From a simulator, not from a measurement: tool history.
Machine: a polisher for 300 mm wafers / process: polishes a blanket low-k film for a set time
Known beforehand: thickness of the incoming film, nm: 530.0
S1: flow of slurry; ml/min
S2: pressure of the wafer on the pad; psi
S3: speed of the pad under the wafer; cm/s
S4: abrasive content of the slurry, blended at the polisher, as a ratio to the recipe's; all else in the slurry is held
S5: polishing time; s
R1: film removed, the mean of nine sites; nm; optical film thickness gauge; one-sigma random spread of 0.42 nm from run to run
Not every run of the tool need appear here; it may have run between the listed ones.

Run 1, hour 0: S1 285 ml/min, S2 2.3 psi, S3 104 cm/s, S4 1, S5 93 s. Result: R1 50.957 nm.
Run 2, hour 5: S1 290 ml/min, S2 2.5 psi, S3 104 cm/s, S4 1, S5 93 s. Result: R1 54.812 nm.
Run 3, hour 5.8: S1 290 ml/min, S2 2.6 psi, S3 104 cm/s, S4 1, S5 93 s. Result: R1 56.841 nm.
Run 4, hour 13.7: S1 240 ml/min, S2 2.6 psi, S3 104 cm/s, S4 1, S5 93 s. Result: R1 55.492 nm.
Run 5, hour 18.1: S1 240 ml/min, S2 2.6 psi, S3 104 cm/s, S4 1, S5 93 s. Result: R1 55.415 nm.
Run 6, hour 24.1: S1 240 ml/min, S2 2.3 psi, S3 104 cm/s, S4 1, S5 93 s. Result: R1 50.017 nm.
Run 7, hour 29.1: S1 250 ml/min, S2 2.5 psi, S3 104 cm/s, S4 1, S5 93 s. Result: R1 54.303 nm.
Run 8, hour 32.4: S1 255 ml/min, S2 2.7 psi, S3 104 cm/s, S4 1, S5 93 s. Result: R1 57.699 nm.
Run 9, hour 40: S1 265 ml/min, S2 2.8 psi, S3 104 cm/s, S4 1, S5 93 s. Result: R1 59.901 nm.

For run 10, what comes out?
Run 10, hour 43.2: S1 270 ml/min, S2 2.9 psi, S3 104 cm/s, S4 1, S5 93 s. Result: R1 ?.

R1: 62.083 nm

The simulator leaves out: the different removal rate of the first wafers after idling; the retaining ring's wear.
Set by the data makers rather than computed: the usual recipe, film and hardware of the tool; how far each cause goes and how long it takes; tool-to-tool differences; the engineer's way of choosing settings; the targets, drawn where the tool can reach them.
